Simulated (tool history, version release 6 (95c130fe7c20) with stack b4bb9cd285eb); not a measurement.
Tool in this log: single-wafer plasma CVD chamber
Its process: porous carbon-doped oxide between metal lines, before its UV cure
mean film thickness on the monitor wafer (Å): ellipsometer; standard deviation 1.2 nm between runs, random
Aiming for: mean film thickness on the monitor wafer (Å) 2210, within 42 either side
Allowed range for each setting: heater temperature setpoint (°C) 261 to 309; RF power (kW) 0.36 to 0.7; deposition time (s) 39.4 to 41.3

run  hour  heater temperature setpoint (°C)  RF power (kW)  deposition time (s)  mean film thickness on the monitor wafer (Å)
  1     0                               285           0.53                 41.3                                        2636.1
  2   7.8                               291           0.52                 41.2                                        2547.5
  3  13.2                               291           0.52                 41.3                                        2577.7
  4    17                               291          0.545                 41.3                                        2611.3
  5  23.9                               283          0.545                 41.3                                        2741.6
  6  25.2                               283          0.545                 41.3                                        2730.9
  7  33.9                               289          0.515                 41.1                                        2552.4
  8  39.7                               294          0.495                   41                                        2391.8
  9  40.4                               298           0.49                   41                                        2323.7
 10  47.7                               300           0.49                   41                                        2343.2
 11  52.6                               302          0.485                   41                                        2268.5

Exactly one of the 4 candidate moves below puts every result within its allowed miss. Which one?
  A  57.5                               298           0.45                 41.1                                             ?
  B  57.5                               302           0.47                 39.4                                             ?
  C  57.5                               300          0.445                 39.4                                             ?
  D  57.5                               309          0.495                 39.4                                             ?

move  mean film thickness on the monitor wafer (Å)
   A                                        2217.7
   B                                        2144.2
   C                                        2089.3
   D                                        2141.8
A: hits every target within its allowed miss
B: moves the result that the last run missed by most past its target, out the other side
C: moves the result that the last run missed by most past its target, out the other side
D: moves the result that the last run missed by most past its target, out the other side
The right move is A.
